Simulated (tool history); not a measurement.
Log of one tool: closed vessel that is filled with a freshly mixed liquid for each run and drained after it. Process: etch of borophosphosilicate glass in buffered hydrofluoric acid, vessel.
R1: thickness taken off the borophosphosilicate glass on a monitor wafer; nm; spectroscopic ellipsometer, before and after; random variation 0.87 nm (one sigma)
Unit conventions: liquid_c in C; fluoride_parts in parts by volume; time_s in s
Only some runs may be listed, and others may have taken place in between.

run 1 hour=0 | liquid_c=20 fluoride_parts=23.5 time_s=100 | R1=72.276
run 2 hour=4.3 | liquid_c=21.5 fluoride_parts=21 time_s=100 | R1=85.53
run 3 hour=8.1 | liquid_c=22.5 fluoride_parts=19.5 time_s=100 | R1=94.396
run 4 hour=9.7 | liquid_c=24 fluoride_parts=19.5 time_s=100 | R1=103.39
run 5 hour=16.4 | liquid_c=24.5 fluoride_parts=18 time_s=100 | R1=115.5
run 6 hour=24.8 | liquid_c=22 fluoride_parts=18 time_s=100 | R1=100.23
run 7 hour=26.1 | liquid_c=23 fluoride_parts=17 time_s=100 | R1=112.2
run 8 hour=34.4 | liquid_c=24 fluoride_parts=16.5 time_s=100 | R1=121.41

Predict the results of run 9:
run 9 hour=38.6 | liquid_c=24.5 fluoride_parts=16 time_s=100 | R1=?

Run 9 yielded R1 127.85 nm.
